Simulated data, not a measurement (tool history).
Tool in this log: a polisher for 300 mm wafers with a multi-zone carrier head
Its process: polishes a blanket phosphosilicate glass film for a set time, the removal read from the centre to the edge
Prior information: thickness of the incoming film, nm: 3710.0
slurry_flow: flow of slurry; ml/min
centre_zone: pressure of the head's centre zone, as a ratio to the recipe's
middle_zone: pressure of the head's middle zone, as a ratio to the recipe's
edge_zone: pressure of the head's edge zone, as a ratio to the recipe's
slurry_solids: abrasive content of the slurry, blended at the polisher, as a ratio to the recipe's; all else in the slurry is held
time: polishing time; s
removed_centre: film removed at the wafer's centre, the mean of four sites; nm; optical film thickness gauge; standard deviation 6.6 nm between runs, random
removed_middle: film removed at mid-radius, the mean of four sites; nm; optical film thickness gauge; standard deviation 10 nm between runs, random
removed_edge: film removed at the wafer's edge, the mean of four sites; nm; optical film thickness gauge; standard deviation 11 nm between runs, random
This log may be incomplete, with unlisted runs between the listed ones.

run	hour	slurry_flow	centre_zone	middle_zone	edge_zone	slurry_solids	time	removed_centre	removed_middle	removed_edge
1	0.0	135	1.00	1.00	1.00	1.00	73	846.06	877.29	896.80
2	4.4	135	0.96	1.00	1.00	1.00	73	812.27	881.16	895.48
3	11.2	135	0.88	1.00	1.00	1.00	73	746.73	887.52	913.31
4	18.9	135	0.88	1.05	1.00	1.00	73	744.71	917.66	897.00
5	19.7	120	0.88	1.05	1.00	1.00	73	726.07	903.80	886.11
6	26.4	135	0.88	1.05	1.00	1.00	73	745.02	926.65	878.36
# hour 33.5: edge zone pressure recalibrated
7	33.5	140	0.89	1.04	1.02	1.00	73	757.46	923.70	867.74

What will run 8 give?
8	35.0	120	0.92	0.94	1.09	1.25	74	?	?	?

removed_centre: 845.44 nm
removed_middle: 915.47 nm
removed_edge: 1004.60 nm
